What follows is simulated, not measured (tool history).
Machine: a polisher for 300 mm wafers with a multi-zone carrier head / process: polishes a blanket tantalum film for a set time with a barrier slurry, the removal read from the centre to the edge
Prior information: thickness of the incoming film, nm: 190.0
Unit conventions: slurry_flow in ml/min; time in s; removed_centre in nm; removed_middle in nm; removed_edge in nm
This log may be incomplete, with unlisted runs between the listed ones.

Run 1, hour 0.0: slurry_flow 210 ml/min, centre_zone 1.00, middle_zone 1.00, edge_zone 1.00, slurry_solids 1.00, time 33 s. Result: removed_centre 52.093 nm, removed_middle 51.276 nm, removed_edge 50.150 nm.
Run 2, hour 8.7: slurry_flow 260 ml/min, centre_zone 1.00, middle_zone 1.00, edge_zone 1.00, slurry_solids 1.00, time 33 s. Result: removed_centre 53.316 nm, removed_middle 53.052 nm, removed_edge 50.755 nm.
Run 3, hour 11.6: slurry_flow 260 ml/min, centre_zone 1.00, middle_zone 1.00, edge_zone 1.00, slurry_solids 1.00, time 40 s. Result: removed_centre 64.216 nm, removed_middle 64.763 nm, removed_edge 62.638 nm.
Run 4, hour 14.0: slurry_flow 255 ml/min, centre_zone 0.97, middle_zone 0.97, edge_zone 0.97, slurry_solids 0.90, time 38 s. Result: removed_centre 57.226 nm, removed_middle 57.330 nm, removed_edge 55.526 nm.
Run 5, hour 17.2: slurry_flow 255 ml/min, centre_zone 0.97, middle_zone 0.97, edge_zone 1.03, slurry_solids 0.90, time 38 s. Result: removed_centre 56.785 nm, removed_middle 57.044 nm, removed_edge 57.367 nm.
Run 6, hour 26.0: slurry_flow 250 ml/min, centre_zone 0.94, middle_zone 0.95, edge_zone 1.00, slurry_solids 0.80, time 37 s. Result: removed_centre 50.163 nm, removed_middle 50.536 nm, removed_edge 52.881 nm.
Run 7, hour 30.2: slurry_flow 260 ml/min, centre_zone 0.93, middle_zone 0.94, edge_zone 0.97, slurry_solids 0.75, time 36 s. Result: removed_centre 46.755 nm, removed_middle 47.960 nm, removed_edge 48.457 nm.
Run 8, hour 37.6: slurry_flow 265 ml/min, centre_zone 0.92, middle_zone 0.92, edge_zone 0.94, slurry_solids 0.70, time 36 s. Result: removed_centre 44.721 nm, removed_middle 45.758 nm, removed_edge 45.524 nm.
Run 9, hour 42.3: slurry_flow 260 ml/min, centre_zone 0.90, middle_zone 0.90, edge_zone 0.92, slurry_solids 0.70, time 36 s. Result: removed_centre 43.758 nm, removed_middle 44.221 nm, removed_edge 44.110 nm.
Run 10, hour 45.0: slurry_flow 250 ml/min, centre_zone 0.88, middle_zone 0.89, edge_zone 0.91, slurry_solids 0.70, time 36 s. Result: removed_centre 42.450 nm, removed_middle 43.937 nm, removed_edge 44.390 nm.
Run 11, hour 45.6: slurry_flow 250 ml/min, centre_zone 0.87, middle_zone 0.87, edge_zone 0.89, slurry_solids 0.65, time 36 s. Result: removed_centre 40.582 nm, removed_middle 41.005 nm, removed_edge 40.809 nm.
Run 12, hour 47.4: slurry_flow 235 ml/min, centre_zone 0.86, middle_zone 0.87, edge_zone 0.89, slurry_solids 0.65, time 36 s. Result: removed_centre 39.659 nm, removed_middle 40.172 nm, removed_edge 41.262 nm.
Run 13, hour 55.3: slurry_flow 225 ml/min, centre_zone 0.85, middle_zone 0.87, edge_zone 0.88, slurry_solids 0.65, time 36 s. Result: removed_centre 38.179 nm, removed_middle 40.442 nm, removed_edge 41.589 nm.
Run 14, hour 62.5: slurry_flow 225 ml/min, centre_zone 0.85, middle_zone 0.86, edge_zone 0.87, slurry_solids 0.65, time 36 s. Result: removed_centre 38.737 nm, removed_middle 40.548 nm, removed_edge 41.428 nm.

Run 15, settings as shown, results not yet in. Your forecast:
Run 15, hour 65.6: slurry_flow 225 ml/min, centre_zone 0.85, middle_zone 0.85, edge_zone 0.86, slurry_solids 0.65, time 36 s. Result: removed_centre ?, removed_middle ?, removed_edge ?.

removed_centre: 38.261 nm
removed_middle: 40.117 nm
removed_edge: 40.897 nm
